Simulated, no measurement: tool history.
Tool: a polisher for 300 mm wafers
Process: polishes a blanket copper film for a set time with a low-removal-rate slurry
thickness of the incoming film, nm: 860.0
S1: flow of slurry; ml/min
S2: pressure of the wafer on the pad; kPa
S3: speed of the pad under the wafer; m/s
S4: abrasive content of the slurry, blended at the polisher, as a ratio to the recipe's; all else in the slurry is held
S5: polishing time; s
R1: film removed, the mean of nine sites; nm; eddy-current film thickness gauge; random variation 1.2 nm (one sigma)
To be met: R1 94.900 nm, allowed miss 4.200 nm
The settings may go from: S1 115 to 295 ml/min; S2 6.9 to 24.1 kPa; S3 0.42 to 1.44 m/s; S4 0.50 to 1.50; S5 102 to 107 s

run    day   S1    S2    S3    S4   S5       R1
  1  0.000  190  15.2  0.92  1.00  102  167.310
  2  0.033  190  15.2  0.92  1.00  107  178.300
  3  0.192  190  13.8  0.90  1.00  107  161.660
  4  0.442  190  12.4  0.88  1.00  107  144.820
  5  0.746  190  12.4  0.88  1.00  102  136.240
  6  0.867  190  11.7  0.88  1.00  102  134.550
  7  1.075  190  11.0  0.86  1.00  102  125.050
  8  1.329  190  10.3  0.86  1.00  102  120.730
  9  1.533  190   9.7  0.86  1.00  102  115.250
 10  1.738  190   9.0  0.86  1.00  102  105.660
     1.796  -- head pressure recalibrated
 11  1.796  190   8.3  0.86  1.00  102  110.310
 12  1.825  185   6.9  0.76  1.00  102   89.666

5 next moves are on the table. One of them brings every result within its allowed miss. Which?
  A  1.854  175  10.3  0.52  1.20  102   ?
  B  1.854  170   8.3  0.66  1.05  102   ?
  C  1.854  205   8.3  0.70  1.10  102   ?
  D  1.854  230   7.6  0.64  1.00  106   ?
  E  1.854  220   6.9  0.72  0.90  102   ?

move      R1
   A  83.242
   B  86.404
   C  95.368
   D  85.112
   E  83.516
A: further off than the last run
B: further off than the last run
C: meets every target
D: further off than the last run
E: further off than the last run
Answer: C
